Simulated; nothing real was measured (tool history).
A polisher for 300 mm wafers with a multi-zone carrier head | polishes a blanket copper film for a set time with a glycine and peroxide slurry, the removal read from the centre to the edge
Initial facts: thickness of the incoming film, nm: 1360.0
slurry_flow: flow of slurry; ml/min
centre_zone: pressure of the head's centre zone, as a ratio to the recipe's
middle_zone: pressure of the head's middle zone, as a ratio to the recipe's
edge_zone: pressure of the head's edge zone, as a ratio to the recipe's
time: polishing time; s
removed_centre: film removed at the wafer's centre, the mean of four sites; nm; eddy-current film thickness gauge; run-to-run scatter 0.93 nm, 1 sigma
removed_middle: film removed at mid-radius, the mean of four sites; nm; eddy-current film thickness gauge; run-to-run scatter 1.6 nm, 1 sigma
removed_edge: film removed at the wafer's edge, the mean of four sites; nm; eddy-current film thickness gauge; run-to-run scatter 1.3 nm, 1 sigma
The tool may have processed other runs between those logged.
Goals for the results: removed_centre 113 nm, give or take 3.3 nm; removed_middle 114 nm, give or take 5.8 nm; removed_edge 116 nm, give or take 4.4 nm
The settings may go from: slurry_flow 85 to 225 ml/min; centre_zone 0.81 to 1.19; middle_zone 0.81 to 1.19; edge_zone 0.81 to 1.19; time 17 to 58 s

{"run": 1, "day": 0.0, "slurry_flow": 145, "centre_zone": 1, "middle_zone": 1, "edge_zone": 1, "time": 37, "removed_centre": 209.54, "removed_middle": 219.22, "removed_edge": 214.04}
{"run": 2, "day": 0.154, "slurry_flow": 140, "centre_zone": 0.99, "middle_zone": 0.98, "edge_zone": 0.98, "time": 33, "removed_centre": 182.67, "removed_middle": 183.88, "removed_edge": 191.42}
{"run": 3, "day": 0.408, "slurry_flow": 140, "centre_zone": 1.07, "middle_zone": 0.98, "edge_zone": 0.98, "time": 33, "removed_centre": 193.99, "removed_middle": 190.04, "removed_edge": 189.82}
{"run": 4, "day": 0.592, "slurry_flow": 140, "centre_zone": 1.14, "middle_zone": 0.98, "edge_zone": 0.98, "time": 33, "removed_centre": 201.64, "removed_middle": 185.39, "removed_edge": 187.53}
{"run": 5, "day": 0.962, "slurry_flow": 140, "centre_zone": 1.14, "middle_zone": 0.98, "edge_zone": 0.91, "time": 33, "removed_centre": 201.53, "removed_middle": 184.15, "removed_edge": 178.36}
{"run": 6, "day": 1.196, "slurry_flow": 135, "centre_zone": 1.11, "middle_zone": 0.97, "edge_zone": 0.9, "time": 30, "removed_centre": 179.09, "removed_middle": 161.18, "removed_edge": 159.91}
{"run": 7, "day": 1.329, "slurry_flow": 130, "centre_zone": 1.06, "middle_zone": 0.97, "edge_zone": 0.89, "time": 28, "removed_centre": 163.17, "removed_middle": 152.82, "removed_edge": 150.42}
{"run": 8, "day": 1.488, "slurry_flow": 125, "centre_zone": 1.02, "middle_zone": 0.96, "edge_zone": 0.88, "time": 27, "removed_centre": 148.88, "removed_middle": 146.16, "removed_edge": 144.05}
{"run": 9, "day": 1.525, "slurry_flow": 120, "centre_zone": 1, "middle_zone": 0.95, "edge_zone": 0.87, "time": 26, "removed_centre": 140.88, "removed_middle": 138.02, "removed_edge": 136.74}
{"run": 10, "day": 1.825, "slurry_flow": 115, "centre_zone": 0.98, "middle_zone": 0.94, "edge_zone": 0.86, "time": 25, "removed_centre": 134.3, "removed_middle": 128.35, "removed_edge": 131.39}
{"run": 11, "day": 1.979, "slurry_flow": 110, "centre_zone": 0.96, "middle_zone": 0.94, "edge_zone": 0.85, "time": 25, "removed_centre": 131.51, "removed_middle": 133.03, "removed_edge": 128.28}
{"run": 12, "day": 2.046, "slurry_flow": 105, "centre_zone": 0.94, "middle_zone": 0.92, "edge_zone": 0.84, "time": 25, "removed_centre": 127.87, "removed_middle": 124.98, "removed_edge": 126.42}
{"run": 13, "day": 2.142, "slurry_flow": 100, "centre_zone": 0.93, "middle_zone": 0.92, "edge_zone": 0.83, "time": 25, "removed_centre": 122.95, "removed_middle": 123.1, "removed_edge": 125.54}
{"run": 14, "day": 2.504, "slurry_flow": 100, "centre_zone": 0.92, "middle_zone": 0.92, "edge_zone": 0.82, "time": 24, "removed_centre": 120.21, "removed_middle": 122.17, "removed_edge": 118.77}
{"run": 15, "day": 2.679, "slurry_flow": 100, "centre_zone": 0.91, "middle_zone": 0.91, "edge_zone": 0.82, "time": 24, "removed_centre": 119, "removed_middle": 118.43, "removed_edge": 122.01}
{"run": 16, "day": 2.804, "slurry_flow": 90, "centre_zone": 0.91, "middle_zone": 0.92, "edge_zone": 0.81, "time": 22, "removed_centre": 106.39, "removed_middle": 107.12, "removed_edge": 107.98}
{"run": 17, "day": 3.012, "slurry_flow": 95, "centre_zone": 0.91, "middle_zone": 0.92, "edge_zone": 0.81, "time": 22, "removed_centre": 107.75, "removed_middle": 108.56, "removed_edge": 107.43}
{"run": 18, "day": 3.033, "slurry_flow": 115, "centre_zone": 0.91, "middle_zone": 0.92, "edge_zone": 0.9, "time": 23, "removed_centre": 117.6, "removed_middle": 119.72, "removed_edge": 123.35}
{"run": 19, "day": 3.4, "slurry_flow": 110, "centre_zone": 0.91, "middle_zone": 0.92, "edge_zone": 0.89, "time": 23, "removed_centre": 117.03, "removed_middle": 114.36, "removed_edge": 118.73}

Exactly one of the 4 candidate moves below puts every result within its allowed miss. Which one?
{"run": "A", "day": 3.767, "slurry_flow": 95, "centre_zone": 0.93, "middle_zone": 0.94, "edge_zone": 0.88, "time": 23, "removed_centre": "?", "removed_middle": "?", "removed_edge": "?"}
{"run": "B", "day": 3.767, "slurry_flow": 90, "centre_zone": 0.84, "middle_zone": 0.84, "edge_zone": 0.91, "time": 24, "removed_centre": "?", "removed_middle": "?", "removed_edge": "?"}
{"run": "C", "day": 3.767, "slurry_flow": 85, "centre_zone": 0.88, "middle_zone": 0.85, "edge_zone": 0.98, "time": 22, "removed_centre": "?", "removed_middle": "?", "removed_edge": "?"}
{"run": "D", "day": 3.767, "slurry_flow": 110, "centre_zone": 0.81, "middle_zone": 0.82, "edge_zone": 1.01, "time": 22, "removed_centre": "?", "removed_middle": "?", "removed_edge": "?"}

move=A removed_centre=114.89 removed_middle=116.19 removed_edge=116.65
move=B removed_centre=111.49 removed_middle=109.22 removed_edge=122.8
move=C removed_centre=103.45 removed_middle=99.819 removed_edge=115.57
move=D removed_centre=104.97 removed_middle=102.29 removed_edge=121.67
A: every result within its allowed miss
B: gets the furthest-off result to its target, but another result is out of tolerance
C: takes the biggest miss from the last run beyond its target
D: takes the biggest miss from the last run beyond its target
Go with A: it meets all targets.

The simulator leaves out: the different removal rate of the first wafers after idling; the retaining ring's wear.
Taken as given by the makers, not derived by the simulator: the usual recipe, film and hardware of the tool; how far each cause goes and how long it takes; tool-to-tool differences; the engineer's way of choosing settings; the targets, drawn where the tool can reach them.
